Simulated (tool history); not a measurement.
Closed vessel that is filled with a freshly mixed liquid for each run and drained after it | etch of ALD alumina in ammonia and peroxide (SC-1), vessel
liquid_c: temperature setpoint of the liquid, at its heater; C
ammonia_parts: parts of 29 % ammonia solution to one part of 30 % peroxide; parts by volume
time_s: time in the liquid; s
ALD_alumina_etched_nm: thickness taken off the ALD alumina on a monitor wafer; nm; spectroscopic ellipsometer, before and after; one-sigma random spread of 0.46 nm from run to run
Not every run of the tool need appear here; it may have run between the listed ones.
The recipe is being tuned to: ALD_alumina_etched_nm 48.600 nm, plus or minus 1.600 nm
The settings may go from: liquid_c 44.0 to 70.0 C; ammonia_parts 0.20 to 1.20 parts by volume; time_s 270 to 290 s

Run 1, hour 0.0: liquid_c 60.0 C, ammonia_parts 0.80 parts by volume, time_s 270 s. Result: ALD_alumina_etched_nm 29.688 nm.
Run 2, hour 2.2: liquid_c 54.0 C, ammonia_parts 0.80 parts by volume, time_s 270 s. Result: ALD_alumina_etched_nm 21.865 nm.
Run 3, hour 10.6: liquid_c 56.5 C, ammonia_parts 0.80 parts by volume, time_s 270 s. Result: ALD_alumina_etched_nm 24.928 nm.
Run 4, hour 12.9: liquid_c 58.5 C, ammonia_parts 0.80 parts by volume, time_s 270 s. Result: ALD_alumina_etched_nm 27.860 nm.
Run 5, hour 21.3: liquid_c 58.5 C, ammonia_parts 0.65 parts by volume, time_s 270 s. Result: ALD_alumina_etched_nm 27.281 nm.
Run 6, hour 28.9: liquid_c 58.5 C, ammonia_parts 0.75 parts by volume, time_s 270 s. Result: ALD_alumina_etched_nm 27.553 nm.
Run 7, hour 37.9: liquid_c 60.0 C, ammonia_parts 0.75 parts by volume, time_s 270 s. Result: ALD_alumina_etched_nm 29.860 nm.
Run 8, hour 42.3: liquid_c 61.5 C, ammonia_parts 0.75 parts by volume, time_s 270 s. Result: ALD_alumina_etched_nm 31.758 nm.
Run 9, hour 49.2: liquid_c 62.5 C, ammonia_parts 0.75 parts by volume, time_s 270 s. Result: ALD_alumina_etched_nm 33.871 nm.
Run 10, hour 58.1: liquid_c 63.5 C, ammonia_parts 0.75 parts by volume, time_s 270 s. Result: ALD_alumina_etched_nm 35.422 nm.
Run 11, hour 66.1: liquid_c 64.5 C, ammonia_parts 0.75 parts by volume, time_s 270 s. Result: ALD_alumina_etched_nm 37.385 nm.
Run 12, hour 73.3: liquid_c 65.0 C, ammonia_parts 0.75 parts by volume, time_s 270 s. Result: ALD_alumina_etched_nm 38.777 nm.
Run 13, hour 82.5: liquid_c 65.5 C, ammonia_parts 0.75 parts by volume, time_s 270 s. Result: ALD_alumina_etched_nm 39.074 nm.
Run 14, hour 91.7: liquid_c 66.0 C, ammonia_parts 0.75 parts by volume, time_s 270 s. Result: ALD_alumina_etched_nm 40.173 nm.
Run 15, hour 97.5: liquid_c 66.5 C, ammonia_parts 0.75 parts by volume, time_s 270 s. Result: ALD_alumina_etched_nm 41.615 nm.
Run 16, hour 100.7: liquid_c 67.0 C, ammonia_parts 0.75 parts by volume, time_s 270 s. Result: ALD_alumina_etched_nm 42.702 nm.

4 candidate next runs follow, results not yet known. Just one meets every target within its allowed miss. Identify it.
Run A, hour 103.9: liquid_c 70.0 C, ammonia_parts 0.85 parts by volume, time_s 280 s. Result: ALD_alumina_etched_nm ?.
Run B, hour 103.9: liquid_c 70.0 C, ammonia_parts 0.80 parts by volume, time_s 285 s. Result: ALD_alumina_etched_nm ?.
Run C, hour 103.9: liquid_c 70.0 C, ammonia_parts 0.80 parts by volume, time_s 290 s. Result: ALD_alumina_etched_nm ?.
Run D, hour 103.9: liquid_c 70.0 C, ammonia_parts 0.75 parts by volume, time_s 270 s. Result: ALD_alumina_etched_nm ?.

move  ALD_alumina_etched_nm
   A                 51.070
   B                 51.686
   C                 52.593
   D                 48.669
A: pushes the last run's worst result past its target
B: pushes the last run's worst result past its target
C: pushes the last run's worst result past its target
D: every result within its allowed miss
So the answer is move D, the one that meets all the targets.
